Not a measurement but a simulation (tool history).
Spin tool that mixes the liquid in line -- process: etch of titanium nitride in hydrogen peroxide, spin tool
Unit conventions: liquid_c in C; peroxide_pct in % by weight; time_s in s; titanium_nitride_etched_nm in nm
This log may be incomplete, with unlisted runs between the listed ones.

Run 1, hour 0.0: liquid_c 54.0 C, peroxide_pct 15.0 % by weight, time_s 265 s. Result: titanium_nitride_etched_nm 12.6280 nm.
Run 2, hour 1.9: liquid_c 49.0 C, peroxide_pct 15.0 % by weight, time_s 265 s. Result: titanium_nitride_etched_nm 8.6702 nm.
Run 3, hour 10.1: liquid_c 49.0 C, peroxide_pct 15.0 % by weight, time_s 285 s. Result: titanium_nitride_etched_nm 9.4363 nm.
Run 4, hour 16.7: liquid_c 49.0 C, peroxide_pct 15.0 % by weight, time_s 285 s. Result: titanium_nitride_etched_nm 9.4604 nm.
Run 5, hour 20.7: liquid_c 42.5 C, peroxide_pct 15.0 % by weight, time_s 285 s. Result: titanium_nitride_etched_nm 5.7502 nm.
Run 6, hour 22.0: liquid_c 42.5 C, peroxide_pct 17.5 % by weight, time_s 285 s. Result: titanium_nitride_etched_nm 5.9557 nm.
Run 7, hour 27.3: liquid_c 50.5 C, peroxide_pct 18.0 % by weight, time_s 285 s. Result: titanium_nitride_etched_nm 10.8410 nm.

For run 8, what comes out?
Run 8, hour 33.1: liquid_c 52.0 C, peroxide_pct 18.0 % by weight, time_s 285 s. Result: titanium_nitride_etched_nm ?.

Run 8 came out at titanium_nitride_etched_nm 12.1540 nm.

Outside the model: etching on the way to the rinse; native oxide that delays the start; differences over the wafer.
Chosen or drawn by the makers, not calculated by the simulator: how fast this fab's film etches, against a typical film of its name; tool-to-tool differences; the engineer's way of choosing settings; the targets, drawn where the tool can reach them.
